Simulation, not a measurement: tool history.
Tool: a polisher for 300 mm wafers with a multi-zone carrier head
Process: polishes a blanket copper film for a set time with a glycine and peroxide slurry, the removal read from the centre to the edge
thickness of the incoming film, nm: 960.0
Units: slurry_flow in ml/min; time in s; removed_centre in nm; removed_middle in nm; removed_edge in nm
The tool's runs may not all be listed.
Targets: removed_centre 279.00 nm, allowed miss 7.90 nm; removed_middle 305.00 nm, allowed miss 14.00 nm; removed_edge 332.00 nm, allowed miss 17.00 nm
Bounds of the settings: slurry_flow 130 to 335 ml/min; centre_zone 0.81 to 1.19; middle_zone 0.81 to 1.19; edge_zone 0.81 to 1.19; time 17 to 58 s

run	hour	slurry_flow	centre_zone	middle_zone	edge_zone	time	removed_centre	removed_middle	removed_edge
1	0.0	215	1.00	1.00	1.00	37	301.65	300.97	295.72
2	8.9	215	1.00	1.00	1.00	42	340.29	344.11	345.15
3	9.9	215	1.00	1.00	1.07	42	343.92	344.40	351.88
4	12.8	205	0.96	0.98	1.07	42	325.35	331.90	354.99
5	19.2	205	1.02	0.98	1.07	42	340.52	332.41	356.35
6	22.7	195	0.98	0.98	1.07	42	327.95	333.58	347.82
7	31.3	185	0.95	0.96	1.07	42	315.45	319.52	365.52
8	37.1	185	0.94	0.97	1.07	41	303.45	323.97	340.30
9	38.5	180	0.93	0.96	1.07	41	300.59	317.06	343.55
10	42.7	175	0.92	0.96	1.07	41	299.22	311.91	343.94
11	43.4	170	0.91	0.96	1.07	41	296.91	317.44	345.91
12	46.7	170	0.90	0.96	1.07	41	293.51	310.73	333.54
13	50.1	165	0.89	0.96	1.08	41	288.00	312.17	337.69

5 next moves are on the table. One of them brings every result within its allowed miss. Which?
A	53.5	145	0.84	1.03	1.05	43	?	?	?
B	53.5	135	0.92	1.09	1.08	40	?	?	?
C	53.5	170	0.95	0.95	1.03	40	?	?	?
D	53.5	195	0.86	0.93	1.03	41	?	?	?
E	53.5	185	0.96	1.02	1.05	39	?	?	?

move	removed_centre	removed_middle	removed_edge
A	277.48	352.06	345.05
B	280.83	341.47	323.83
C	295.99	309.87	321.43
D	278.23	315.74	332.35
E	294.06	323.01	317.73
A: brings the result that was furthest off to its target, and leaves another outside
B: brings the result that was furthest off to its target, and leaves another outside
C: further off than the last run
D: meets every target
E: further off than the last run
Answer: D
